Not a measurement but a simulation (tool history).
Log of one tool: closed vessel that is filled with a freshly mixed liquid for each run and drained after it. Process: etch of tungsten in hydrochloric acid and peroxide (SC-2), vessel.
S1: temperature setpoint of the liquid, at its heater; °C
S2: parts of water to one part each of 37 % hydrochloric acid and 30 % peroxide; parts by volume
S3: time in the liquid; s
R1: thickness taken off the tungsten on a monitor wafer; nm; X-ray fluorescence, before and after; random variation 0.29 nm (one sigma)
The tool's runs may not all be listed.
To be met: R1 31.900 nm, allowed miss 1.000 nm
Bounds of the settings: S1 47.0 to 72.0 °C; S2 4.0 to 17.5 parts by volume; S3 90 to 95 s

run	hour	S1	S2	S3	R1
1	0.0	63.0	9.5	90	27.902
2	2.7	63.5	9.5	90	28.426
3	9.3	64.0	9.5	90	29.266
4	16.3	66.5	9.5	90	33.951
# hour 18.5: chemicals flow meter replaced
5	18.5	63.5	9.5	90	26.778
6	22.1	58.0	9.5	90	19.110
7	23.5	59.0	9.5	90	20.174
8	28.9	67.0	9.5	90	34.047

4 next moves are on the table. One of them brings every result within its allowed miss. Which?
A	34.3	69.0	11.5	90	?
B	34.3	64.0	9.0	90	?
C	34.3	66.5	11.5	95	?
D	34.3	71.5	12.5	90	?

move	R1
A	32.215
B	29.237
C	29.274
D	34.764
A: meets every target
B: takes the result that was furthest off past its target
C: takes the result that was furthest off past its target
D: further off than the last run
Answer: A
